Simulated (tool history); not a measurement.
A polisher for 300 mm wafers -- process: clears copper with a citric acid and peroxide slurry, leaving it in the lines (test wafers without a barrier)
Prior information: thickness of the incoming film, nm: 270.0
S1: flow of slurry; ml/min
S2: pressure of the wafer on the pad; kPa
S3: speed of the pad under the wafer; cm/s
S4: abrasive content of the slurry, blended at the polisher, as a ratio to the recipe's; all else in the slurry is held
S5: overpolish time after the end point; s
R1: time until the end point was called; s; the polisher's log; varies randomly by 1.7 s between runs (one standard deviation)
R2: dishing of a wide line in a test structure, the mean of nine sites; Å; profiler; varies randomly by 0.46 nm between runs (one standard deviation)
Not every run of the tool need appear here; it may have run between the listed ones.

| run | hour | S1 | S2 | S3 | S4 | S5 | R1 | R2 |
|---|---|---|---|---|---|---|---|---|
| 1 | 0.0 | 320 | 14.5 | 102 | 1.0 | 15 | 144.58 | 202.57 |
| 2 | 5.9 | 320 | 11.7 | 102 | 1.0 | 15 | 180.35 | 171.69 |
| 3 | 12.5 | 320 | 11.7 | 102 | 1.0 | 18 | 181.40 | 196.36 |
| 4 | 16.9 | 320 | 13.8 | 102 | 1.0 | 16 | 151.13 | 199.47 |
| 5 | 18.9 | 320 | 11.0 | 102 | 1.0 | 16 | 189.83 | 164.05 |
| 6 | 23.5 | 320 | 13.1 | 104 | 1.0 | 15 | 154.90 | 187.33 |

Forecast run 7:
| 7 | 26.0 | 320 | 14.5 | 104 | 1.0 | 15 | ? | ? |

{"run 7": {"R1": 141.98, "R2": 207.19}}

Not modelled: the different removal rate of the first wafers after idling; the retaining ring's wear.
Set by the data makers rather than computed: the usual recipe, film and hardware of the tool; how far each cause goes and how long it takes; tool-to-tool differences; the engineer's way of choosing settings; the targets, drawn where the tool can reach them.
